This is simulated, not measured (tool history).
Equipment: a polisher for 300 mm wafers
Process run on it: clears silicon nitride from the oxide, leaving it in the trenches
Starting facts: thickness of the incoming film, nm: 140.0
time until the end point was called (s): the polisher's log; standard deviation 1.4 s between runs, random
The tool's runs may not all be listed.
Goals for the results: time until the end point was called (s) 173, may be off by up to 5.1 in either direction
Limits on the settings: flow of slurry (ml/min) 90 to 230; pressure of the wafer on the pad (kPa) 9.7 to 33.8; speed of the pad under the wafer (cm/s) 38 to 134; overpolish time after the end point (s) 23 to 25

run,hour,flow of slurry (ml/min),pressure of the wafer on the pad (kPa),speed of the pad under the wafer (cm/s),overpolish time after the end point (s),time until the end point was called (s)
1,0,150,21.4,86,23,148.37
2,8.3,115,21.4,86,23,157.43
3,9.5,115,21.4,102,23,132.95
4,11.6,110,20,102,23,143.05
5,20,130,20,102,23,138.01
6,28.5,125,19.3,102,23,142.1
7,31.8,125,19.3,102,23,143.78
8,40.6,120,18.6,102,23,150.17
9,46,115,17.9,102,23,156.66
10,51.1,110,17.9,102,23,158.19
11,53.8,105,17.9,102,23,159.21
12,61.1,100,17.2,102,23,167.83

Exercise: of the 4 proposed moves below, exactly one satisfies all targets within the stated allowed misses. Which move is it?
A,68.4,90,17.9,92,23,?
B,68.4,150,13.1,112,25,?
C,68.4,90,17.2,100,24,?
D,68.4,100,18.6,100,24,?

move,time until the end point was called (s)
A,183.86
B,184.06
C,176.05
D,159.31
A: carries the result that was furthest off beyond its target, to the other side
B: carries the result that was furthest off beyond its target, to the other side
C: in spec on every target
D: moves away from the targets compared with the last run
C meets every target.

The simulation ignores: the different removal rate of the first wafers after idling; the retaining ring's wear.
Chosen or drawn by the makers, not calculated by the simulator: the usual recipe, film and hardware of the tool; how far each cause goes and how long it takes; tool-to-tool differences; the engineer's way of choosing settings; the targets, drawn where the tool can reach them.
